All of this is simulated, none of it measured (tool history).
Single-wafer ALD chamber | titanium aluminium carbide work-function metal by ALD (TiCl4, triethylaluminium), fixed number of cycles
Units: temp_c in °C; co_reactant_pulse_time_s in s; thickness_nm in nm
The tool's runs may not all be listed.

run,hour,temp_c,co_reactant_pulse_time_s,thickness_nm
1,0.0,310,9.19,2.1337
2,2.3,310,7.85,2.0974
3,8.0,310,9.01,2.1278
4,11.4,304,8.43,2.0706
5,19.9,304,9.83,2.0903
6,28.8,304,12.45,2.1389
7,33.7,298,11.36,2.0621
8,38.3,294,10.79,2.0496
9,41.9,292,9.18,1.9970
10,42.6,290,8.54,1.9497

The next listed run, before its measurement:
11,51.3,290,8.54,?

thickness_nm: 1.9530 nm

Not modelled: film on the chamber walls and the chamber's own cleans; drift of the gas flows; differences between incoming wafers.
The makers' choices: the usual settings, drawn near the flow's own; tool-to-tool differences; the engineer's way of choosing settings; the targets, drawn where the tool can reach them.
